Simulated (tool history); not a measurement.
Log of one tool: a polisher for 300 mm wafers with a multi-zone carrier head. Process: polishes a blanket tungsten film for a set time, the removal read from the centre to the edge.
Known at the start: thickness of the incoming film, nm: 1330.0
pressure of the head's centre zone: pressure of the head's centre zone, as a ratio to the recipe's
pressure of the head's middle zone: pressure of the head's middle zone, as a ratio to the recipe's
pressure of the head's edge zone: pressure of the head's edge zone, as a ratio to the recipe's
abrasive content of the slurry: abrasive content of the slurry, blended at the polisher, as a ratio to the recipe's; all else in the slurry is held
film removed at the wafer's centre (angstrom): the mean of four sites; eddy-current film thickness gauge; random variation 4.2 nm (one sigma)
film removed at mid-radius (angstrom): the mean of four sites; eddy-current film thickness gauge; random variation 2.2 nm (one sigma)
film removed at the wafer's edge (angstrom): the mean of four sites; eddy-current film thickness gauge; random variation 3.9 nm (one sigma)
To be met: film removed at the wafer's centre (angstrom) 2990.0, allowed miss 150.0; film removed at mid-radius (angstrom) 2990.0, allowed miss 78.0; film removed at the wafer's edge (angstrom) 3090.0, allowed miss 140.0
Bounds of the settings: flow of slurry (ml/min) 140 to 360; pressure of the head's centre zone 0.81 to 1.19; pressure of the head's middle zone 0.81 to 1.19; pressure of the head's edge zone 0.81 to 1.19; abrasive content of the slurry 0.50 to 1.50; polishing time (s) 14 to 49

run  hour  flow of slurry (ml/min)  pressure of the head's centre zone  pressure of the head's middle zone  pressure of the head's edge zone  abrasive content of the slurry  polishing time (s)  film removed at the wafer's centre (angstrom)  film removed at mid-radius (angstrom)  film removed at the wafer's edge (angstrom)
  1   0.0                      230                                1.00                                1.00                              1.00                            1.00                  31                                         2638.2                                 2621.9                                       2713.7
  2   8.1                      240                                1.01                                1.02                              1.03                            1.05                  31                                         2591.5                                 2728.8                                       2805.3
  3  15.7                      240                                1.01                                1.09                              1.03                            1.05                  31                                         2673.6                                 2847.7                                       2723.7
  4  24.2                      275                                1.01                                1.09                              1.03                            1.05                  31                                         2681.1                                 2908.7                                       2767.3
  5  25.7                      275                                1.03                                1.08                              1.05                            1.10                  31                                         2726.0                                 2957.5                                       2836.9
  6  27.7                      275                                1.05                                1.06                              1.06                            1.15                  31                                         2880.4                                 2862.9                                       2848.8
  7  34.3                      275                                1.05                                1.06                              1.06                            1.15                  31                                         2855.7                                 2871.4                                       2814.3
  8  40.3                      275                                1.05                                1.05                              1.08                            1.20                  31                                         2885.7                                 2879.3                                       2866.9
  9  48.2                      280                                1.05                                1.04                              1.10                            1.25                  31                                         2920.7                                 2921.0                                       2908.5

5 next moves are on the table. One of them brings every result within its allowed miss. Which?
  A  56.1                      255                                1.09                                0.91                              1.07                            1.35                  33                                              ?                                      ?                                            ?
  B  56.1                      200                                1.05                                1.12                              1.11                            1.50                  32                                              ?                                      ?                                            ?
  C  56.1                      355                                1.03                                1.02                              1.11                            1.10                  33                                              ?                                      ?                                            ?
  D  56.1                      300                                1.10                                1.19                              0.99                            1.20                  29                                              ?                                      ?                                            ?
  E  56.1                      355                                1.06                                0.92                              1.02                            1.50                  31                                              ?                                      ?                                            ?

move  film removed at the wafer's centre (angstrom)  film removed at mid-radius (angstrom)  film removed at the wafer's edge (angstrom)
   A                                         3260.5                                 2814.8                                       3172.2
   B                                         3037.0                                 3250.1                                       3119.5
   C                                         3033.4                                 3040.2                                       3121.5
   D                                         2865.7                                 3067.5                                       2670.1
   E                                         3155.6                                 2819.2                                       3081.0
A: brings the result that was furthest off to its target, and leaves another outside
B: brings the result that was furthest off to its target, and leaves another outside
C: meets every target
D: further off than the last run
E: brings the result that was furthest off to its target, and leaves another outside
Move C is the one to make.

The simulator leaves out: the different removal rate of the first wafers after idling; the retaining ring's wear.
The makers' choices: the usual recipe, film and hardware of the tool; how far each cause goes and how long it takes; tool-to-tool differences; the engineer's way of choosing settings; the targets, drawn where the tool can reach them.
